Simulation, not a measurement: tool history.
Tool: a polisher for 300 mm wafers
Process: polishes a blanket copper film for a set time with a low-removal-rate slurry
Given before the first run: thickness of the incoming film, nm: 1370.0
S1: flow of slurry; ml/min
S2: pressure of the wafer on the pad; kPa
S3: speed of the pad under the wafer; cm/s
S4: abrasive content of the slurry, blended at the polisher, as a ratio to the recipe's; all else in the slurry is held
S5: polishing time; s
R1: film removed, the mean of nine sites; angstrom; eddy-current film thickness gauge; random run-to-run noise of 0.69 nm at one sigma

Run 1, hour 0: S1 220 ml/min, S2 15.9 kPa, S3 94 cm/s, S4 1, S5 69 s. Result: R1 1260.7 angstrom.
Run 2, hour 8.1: S1 220 ml/min, S2 15.9 kPa, S3 94 cm/s, S4 1.1, S5 69 s. Result: R1 1272.5 angstrom.
Run 3, hour 8.9: S1 215 ml/min, S2 15.9 kPa, S3 94 cm/s, S4 1.1, S5 69 s. Result: R1 1274.9 angstrom.
Run 4, hour 14.7: S1 210 ml/min, S2 15.9 kPa, S3 94 cm/s, S4 1.1, S5 69 s. Result: R1 1272.5 angstrom.
Run 5, hour 18.5: S1 205 ml/min, S2 15.9 kPa, S3 94 cm/s, S4 1.1, S5 69 s. Result: R1 1273.9 angstrom.
Run 6, hour 23.3: S1 205 ml/min, S2 15.9 kPa, S3 94 cm/s, S4 0.95, S5 69 s. Result: R1 1236.8 angstrom.
Run 7, hour 30.9: S1 200 ml/min, S2 15.9 kPa, S3 94 cm/s, S4 0.95, S5 69 s. Result: R1 1210.6 angstrom.

What will run 8 give?
Run 8, hour 39.8: S1 200 ml/min, S2 15.9 kPa, S3 94 cm/s, S4 0.95, S5 69 s. Result: R1 ?.

{"run 8": {"R1": 1221.1}}
